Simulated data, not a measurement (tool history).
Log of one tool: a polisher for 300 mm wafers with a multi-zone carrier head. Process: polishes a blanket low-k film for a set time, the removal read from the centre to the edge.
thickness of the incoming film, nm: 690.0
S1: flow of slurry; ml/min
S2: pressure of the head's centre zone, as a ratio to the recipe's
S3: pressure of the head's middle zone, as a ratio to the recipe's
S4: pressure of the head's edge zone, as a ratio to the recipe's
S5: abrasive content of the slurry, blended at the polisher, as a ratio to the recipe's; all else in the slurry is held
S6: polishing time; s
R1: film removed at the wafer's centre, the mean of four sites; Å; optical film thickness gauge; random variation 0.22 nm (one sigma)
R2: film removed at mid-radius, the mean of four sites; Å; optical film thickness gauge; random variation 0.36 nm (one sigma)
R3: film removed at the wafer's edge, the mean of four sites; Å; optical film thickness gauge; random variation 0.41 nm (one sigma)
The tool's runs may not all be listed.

| run | hour | S1 | S2 | S3 | S4 | S5 | S6 | R1 | R2 | R3 |
|---|---|---|---|---|---|---|---|---|---|---|
| 1 | 0.0 | 155 | 1.00 | 1.00 | 1.00 | 1.00 | 63 | 194.91 | 198.66 | 205.60 |
| 2 | 8.2 | 160 | 1.02 | 1.00 | 1.02 | 1.05 | 63 | 206.00 | 205.55 | 209.85 |
| 3 | 15.4 | 160 | 1.03 | 0.99 | 1.03 | 1.10 | 63 | 212.09 | 206.85 | 220.79 |
| 4 | 23.2 | 160 | 1.03 | 0.99 | 1.03 | 1.10 | 75 | 256.14 | 236.77 | 266.86 |
| 5 | 29.8 | 160 | 1.00 | 0.99 | 1.03 | 1.10 | 75 | 243.52 | 242.12 | 266.51 |
| 6 | 37.7 | 135 | 1.00 | 0.99 | 1.03 | 1.10 | 75 | 239.62 | 239.00 | 252.11 |
|  | 42.9 | worn pad replaced by a new one |
| 7 | 42.9 | 140 | 1.02 | 1.00 | 1.03 | 1.10 | 75 | 271.10 | 266.82 | 287.17 |

Run 8 comes next. What will it give?
| 8 | 51.7 | 140 | 1.02 | 0.99 | 1.02 | 1.10 | 75 | ? | ? | ? |

Run 8 gave R1 271.36 Å, R2 264.36 Å, R3 279.23 Å.
